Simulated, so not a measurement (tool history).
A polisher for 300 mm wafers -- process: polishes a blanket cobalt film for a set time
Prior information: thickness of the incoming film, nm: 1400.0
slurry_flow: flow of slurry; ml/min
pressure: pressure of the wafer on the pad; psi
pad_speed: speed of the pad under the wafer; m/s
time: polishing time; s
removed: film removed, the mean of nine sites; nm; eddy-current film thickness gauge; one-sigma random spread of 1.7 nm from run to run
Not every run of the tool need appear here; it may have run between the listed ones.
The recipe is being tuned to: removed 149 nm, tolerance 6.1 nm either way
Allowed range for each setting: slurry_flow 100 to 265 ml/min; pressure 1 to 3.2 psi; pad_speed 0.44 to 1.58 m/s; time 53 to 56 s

Run 1, hour 0: slurry_flow 170 ml/min, pressure 2.1 psi, pad_speed 1 m/s, time 53 s. Result: removed 236.38 nm.
Run 2, hour 6.2: slurry_flow 170 ml/min, pressure 2 psi, pad_speed 1 m/s, time 53 s. Result: removed 221.45 nm.
Run 3, hour 12.9: slurry_flow 170 ml/min, pressure 1.5 psi, pad_speed 1 m/s, time 53 s. Result: removed 171.56 nm.
Run 4, hour 21.5: slurry_flow 170 ml/min, pressure 1 psi, pad_speed 1 m/s, time 53 s. Result: removed 114.57 nm.
Run 5, hour 25.1: slurry_flow 170 ml/min, pressure 1 psi, pad_speed 0.78 m/s, time 53 s. Result: removed 97.066 nm.
Run 6, hour 25.8: slurry_flow 170 ml/min, pressure 1 psi, pad_speed 1 m/s, time 53 s. Result: removed 113.83 nm.
Run 7, hour 32: slurry_flow 170 ml/min, pressure 1.1 psi, pad_speed 1 m/s, time 53 s. Result: removed 126.89 nm.
Run 8, hour 33.7: slurry_flow 175 ml/min, pressure 1.2 psi, pad_speed 1 m/s, time 53 s. Result: removed 137.84 nm.
Run 9, hour 37.6: slurry_flow 180 ml/min, pressure 1.2 psi, pad_speed 1 m/s, time 53 s. Result: removed 139.04 nm.

Exercise: of the 5 proposed moves below, exactly one satisfies all targets within the stated allowed misses. Which move is it?
Run A, hour 41.5: slurry_flow 205 ml/min, pressure 1.4 psi, pad_speed 0.8 m/s, time 56 s. Result: removed ?.
Run B, hour 41.5: slurry_flow 185 ml/min, pressure 1.3 psi, pad_speed 1.1 m/s, time 55 s. Result: removed ?.
Run C, hour 41.5: slurry_flow 195 ml/min, pressure 1.5 psi, pad_speed 0.86 m/s, time 56 s. Result: removed ?.
Run D, hour 41.5: slurry_flow 190 ml/min, pressure 1.3 psi, pad_speed 1.1 m/s, time 56 s. Result: removed ?.
Run E, hour 41.5: slurry_flow 155 ml/min, pressure 1.1 psi, pad_speed 1.06 m/s, time 54 s. Result: removed ?.

move  removed
   A   150.54
   B   169.32
   C   167.59
   D   173.09
   E   134.06
A: hits every target within its allowed miss
B: takes the result that was furthest off past its target
C: takes the result that was furthest off past its target
D: takes the result that was furthest off past its target
E: moves away from the targets compared with the last run
A is the move that brings every result within its allowed miss.

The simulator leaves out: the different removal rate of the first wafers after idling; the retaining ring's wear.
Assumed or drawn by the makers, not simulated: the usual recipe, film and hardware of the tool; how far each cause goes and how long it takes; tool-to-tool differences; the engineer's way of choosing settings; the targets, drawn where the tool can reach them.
